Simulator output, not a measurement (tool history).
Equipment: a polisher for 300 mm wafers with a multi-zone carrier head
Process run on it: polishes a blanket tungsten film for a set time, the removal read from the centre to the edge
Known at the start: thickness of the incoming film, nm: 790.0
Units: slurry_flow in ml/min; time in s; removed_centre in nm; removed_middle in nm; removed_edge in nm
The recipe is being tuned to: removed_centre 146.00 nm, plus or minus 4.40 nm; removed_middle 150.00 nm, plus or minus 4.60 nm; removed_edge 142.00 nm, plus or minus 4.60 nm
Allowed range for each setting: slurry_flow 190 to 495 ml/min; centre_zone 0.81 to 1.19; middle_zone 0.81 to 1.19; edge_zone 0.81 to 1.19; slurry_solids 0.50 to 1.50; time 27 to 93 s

run  hour  slurry_flow  centre_zone  middle_zone  edge_zone  slurry_solids  time  removed_centre  removed_middle  removed_edge
  1   0.0          320         1.00         1.00       1.00           1.00    59          186.44          181.23        179.98
  2   7.7          320         1.05         1.00       1.00           1.00    59          195.34          183.03        183.11
  3  14.6          320         1.05         1.00       1.00           1.00    49          162.98          150.90        152.32
  4  15.8          320         1.08         1.00       1.00           1.00    49          168.56          149.38        150.22
  5  24.4          320         1.08         1.00       1.00           1.10    49          170.76          153.26        156.26
  6  26.0          315         1.06         1.00       0.99           1.10    49          166.50          152.62        154.23
  7  30.6          310         1.05         1.00       0.98           1.10    49          166.04          154.88        155.31
  8  38.8          310         1.04         1.00       0.97           1.05    49          164.83          150.78        154.41
  9  40.1          310         1.03         1.01       0.98           1.00    49          161.66          153.73        148.61
 10  48.6          310         1.02         1.01       0.98           1.00    49          156.56          151.22        147.37
 11  52.1          305         1.01         1.01       0.98           1.00    49          157.66          154.35        148.53
 12  57.8          305         1.00         1.01       0.98           1.00    49          155.16          151.42        147.85
 13  58.7          300         0.99         1.01       0.98           1.00    49          153.77          151.61        150.57
 14  62.9          300         0.98         1.01       0.97           1.00    49          154.47          152.25        148.05
 15  68.9          300         0.97         1.01       0.97           1.00    49          148.04          151.36        150.28

Which single option among these 5 for the next run brings every result within its allowed miss of target? Just one does.
  A  74.9          395         0.95         1.01       0.88           1.50    43               ?               ?             ?
  B  74.9          280         0.86         1.05       0.98           1.00    50               ?               ?             ?
  C  74.9          365         0.98         1.03       0.97           0.70    55               ?               ?             ?
  D  74.9          255         1.16         1.17       1.04           0.90    45               ?               ?             ?
  E  74.9          320         0.86         0.90       1.00           1.25    46               ?               ?             ?

move  removed_centre  removed_middle  removed_edge
   A          146.71          153.94        139.29
   B          136.01          161.66        149.80
   C          156.29          161.93        151.09
   D          155.50          153.05        133.90
   E          134.23          141.16        149.19
A: each result inside its tolerance
B: lands further from the targets than the last run did
C: lands further from the targets than the last run did
D: takes the result that was furthest off past its target
E: lands further from the targets than the last run did
A is the move that brings every result within its allowed miss.
